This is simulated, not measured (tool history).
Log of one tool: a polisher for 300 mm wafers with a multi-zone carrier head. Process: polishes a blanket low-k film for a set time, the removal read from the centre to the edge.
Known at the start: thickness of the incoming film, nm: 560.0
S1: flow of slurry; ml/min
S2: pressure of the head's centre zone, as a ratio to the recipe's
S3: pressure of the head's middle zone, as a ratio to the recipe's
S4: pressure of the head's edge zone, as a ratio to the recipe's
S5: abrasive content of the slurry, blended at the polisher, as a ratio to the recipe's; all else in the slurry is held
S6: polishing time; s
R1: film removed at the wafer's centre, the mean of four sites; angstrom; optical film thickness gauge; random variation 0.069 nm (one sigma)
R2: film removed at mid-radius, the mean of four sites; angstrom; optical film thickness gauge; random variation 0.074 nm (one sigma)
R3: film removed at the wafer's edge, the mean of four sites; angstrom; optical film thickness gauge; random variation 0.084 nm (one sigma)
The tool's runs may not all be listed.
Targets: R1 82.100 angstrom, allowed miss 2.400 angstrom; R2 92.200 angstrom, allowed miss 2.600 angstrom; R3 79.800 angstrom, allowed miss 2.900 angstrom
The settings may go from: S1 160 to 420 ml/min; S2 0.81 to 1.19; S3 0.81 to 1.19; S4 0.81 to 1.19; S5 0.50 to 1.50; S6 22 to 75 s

run 1 hour=0.0 | S1=270 S2=1.00 S3=1.00 S4=1.00 S5=1.00 S6=48 | R1=169.220 R2=179.490 R3=171.740
run 2 hour=6.7 | S1=270 S2=1.00 S3=1.00 S4=1.00 S5=0.80 S6=48 | R1=146.230 R2=158.940 R3=156.280
run 3 hour=8.1 | S1=270 S2=1.00 S3=1.00 S4=0.96 S5=0.80 S6=48 | R1=147.390 R2=159.230 R3=151.960
run 4 hour=15.1 | S1=270 S2=1.00 S3=0.96 S4=0.96 S5=0.80 S6=48 | R1=147.710 R2=153.400 R3=154.370
run 5 hour=16.9 | S1=275 S2=1.01 S3=0.99 S4=0.93 S5=0.70 S6=42 | R1=120.220 R2=126.830 R3=121.840
run 6 hour=23.5 | S1=275 S2=1.08 S3=0.99 S4=0.93 S5=0.70 S6=42 | R1=127.650 R2=128.710 R3=121.750
run 7 hour=29.1 | S1=275 S2=1.06 S3=1.01 S4=0.91 S5=0.65 S6=39 | R1=110.010 R2=115.740 R3=106.050
run 8 hour=35.9 | S1=270 S2=1.05 S3=1.02 S4=0.89 S5=0.60 S6=38 | R1=99.810 R2=106.960 R3=98.738
-- hour=39.3 centre zone pressure recalibrated
run 9 hour=39.3 | S1=275 S2=1.07 S3=1.10 S4=0.81 S5=0.50 S6=32 | R1=82.020 R2=84.146 R3=68.896
run 10 hour=42.5 | S1=325 S2=1.01 S3=1.09 S4=0.91 S5=0.55 S6=32 | R1=86.512 R2=89.482 R3=79.465

5 next moves are on the table. One of them brings every result within its allowed miss. Which?
run A hour=45.7 | S1=280 S2=0.99 S3=1.19 S4=0.88 S5=0.55 S6=33 | R1=? R2=? R3=?
run B hour=45.7 | S1=420 S2=1.08 S3=1.16 S4=0.81 S5=0.60 S6=28 | R1=? R2=? R3=?
run C hour=45.7 | S1=260 S2=0.95 S3=1.11 S4=0.94 S5=0.50 S6=35 | R1=? R2=? R3=?
run D hour=45.7 | S1=325 S2=1.12 S3=1.09 S4=0.92 S5=0.60 S6=28 | R1=? R2=? R3=?
run E hour=45.7 | S1=355 S2=0.98 S3=1.14 S4=0.87 S5=0.70 S6=28 | R1=? R2=? R3=?

move=A R1=86.347 R2=100.300 R3=79.948
move=B R1=86.380 R2=91.910 R3=72.143
move=C R1=81.900 R2=92.352 R3=80.357
move=D R1=86.596 R2=85.272 R3=74.381
move=E R1=88.038 R2=99.043 R3=81.189
A: further off than the last run
B: further off than the last run
C: meets every target
D: further off than the last run
E: further off than the last run
The right move is C.
